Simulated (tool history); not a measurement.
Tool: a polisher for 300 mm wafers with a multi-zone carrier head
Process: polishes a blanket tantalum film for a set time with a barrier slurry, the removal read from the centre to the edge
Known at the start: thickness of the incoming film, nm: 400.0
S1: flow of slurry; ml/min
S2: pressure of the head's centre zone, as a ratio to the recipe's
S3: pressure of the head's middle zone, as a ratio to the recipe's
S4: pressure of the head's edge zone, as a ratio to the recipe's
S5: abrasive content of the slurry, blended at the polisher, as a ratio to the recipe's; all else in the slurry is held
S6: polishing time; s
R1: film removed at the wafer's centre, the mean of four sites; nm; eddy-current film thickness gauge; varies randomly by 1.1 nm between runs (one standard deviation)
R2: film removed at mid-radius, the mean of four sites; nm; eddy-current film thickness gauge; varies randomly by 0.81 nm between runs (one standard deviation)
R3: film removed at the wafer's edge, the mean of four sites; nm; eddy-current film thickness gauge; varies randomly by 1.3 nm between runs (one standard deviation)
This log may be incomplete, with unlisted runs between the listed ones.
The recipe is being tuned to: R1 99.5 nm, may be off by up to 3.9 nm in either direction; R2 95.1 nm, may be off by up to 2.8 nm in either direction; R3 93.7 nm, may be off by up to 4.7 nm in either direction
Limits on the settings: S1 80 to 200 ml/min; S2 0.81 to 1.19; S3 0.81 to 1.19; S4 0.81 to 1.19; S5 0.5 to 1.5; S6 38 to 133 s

| run | hour | S1 | S2 | S3 | S4 | S5 | S6 | R1 | R2 | R3 |
|---|---|---|---|---|---|---|---|---|---|---|
| 1 | 0 | 130 | 1 | 1 | 1 | 1 | 85 | 166.36 | 166.89 | 163.7 |
| 2 | 3.1 | 130 | 1 | 1.06 | 1 | 1 | 85 | 164.06 | 177.62 | 170.99 |
| 3 | 11.8 | 125 | 0.98 | 1.03 | 0.98 | 0.9 | 82 | 150.61 | 160.22 | 147.53 |
| 4 | 19.3 | 125 | 0.98 | 1.03 | 0.98 | 0.9 | 65 | 120.58 | 126.17 | 119.02 |
| 5 | 23.2 | 125 | 0.98 | 1.03 | 0.92 | 0.9 | 65 | 120.3 | 125.62 | 116.94 |
| 6 | 25.9 | 120 | 0.97 | 1 | 0.92 | 0.85 | 65 | 115.27 | 117.47 | 112.29 |
| 7 | 31.5 | 115 | 0.96 | 0.99 | 0.91 | 0.8 | 65 | 111.93 | 114.01 | 108.15 |
| 8 | 40.2 | 110 | 0.95 | 0.98 | 0.9 | 0.8 | 65 | 107.26 | 110.55 | 106.62 |
| 9 | 40.9 | 110 | 0.95 | 0.97 | 0.89 | 0.75 | 65 | 103.75 | 106.33 | 104.91 |
| 10 | 49 | 110 | 0.96 | 0.97 | 0.88 | 0.75 | 65 | 103.78 | 107.79 | 104.32 |

Which one of the following 4 next-run settings gets every result inside its allowed miss? There is exactly one.
| A | 57.1 | 140 | 0.98 | 1 | 0.89 | 0.85 | 53 | ? | ? | ? |
| B | 57.1 | 100 | 0.91 | 0.89 | 0.91 | 0.55 | 82 | ? | ? | ? |
| C | 57.1 | 115 | 0.89 | 1 | 0.87 | 0.6 | 67 | ? | ? | ? |
| D | 57.1 | 135 | 0.99 | 0.94 | 0.89 | 0.85 | 54 | ? | ? | ? |

| move | R1 | R2 | R3 |
|---|---|---|---|
| A | 96.335 | 99.893 | 95.528 |
| B | 98.447 | 100.98 | 110.07 |
| C | 87.116 | 100.17 | 95.909 |
| D | 98.329 | 95.939 | 96.919 |
A: moves toward the targets from the last run without getting all of them in spec
B: moves toward the targets from the last run without getting all of them in spec
C: moves toward the targets from the last run without getting all of them in spec
D: every result within its allowed miss
Correct choice: D, which meets every target
